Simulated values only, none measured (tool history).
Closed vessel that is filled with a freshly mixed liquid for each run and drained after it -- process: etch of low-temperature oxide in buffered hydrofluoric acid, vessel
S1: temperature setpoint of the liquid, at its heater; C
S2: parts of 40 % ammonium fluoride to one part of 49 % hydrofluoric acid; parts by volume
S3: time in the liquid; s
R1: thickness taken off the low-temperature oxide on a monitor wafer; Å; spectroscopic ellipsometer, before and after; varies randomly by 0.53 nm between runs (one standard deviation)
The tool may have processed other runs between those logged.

run  hour    S1    S2  S3      R1
  1   0.0  20.0  20.0  30  407.18
  2   6.4  20.0  20.0  30  407.03
  3  14.4  20.0  24.0  30  359.60
  4  19.6  21.0  21.5  30  410.05
  5  23.7  21.0  21.5  30  408.70
  6  32.7  22.0  19.5  30  463.94
  7  37.4  23.0  18.0  30  533.73
  8  39.5  23.5  16.5  30  597.90
  9  48.3  24.0  15.0  30  675.95
 10  49.8  24.5  14.0  30  736.39

The next listed run, before its measurement:
 11  50.9  25.0  13.5  30   ?

{"run 11": {"R1": 790.53}}
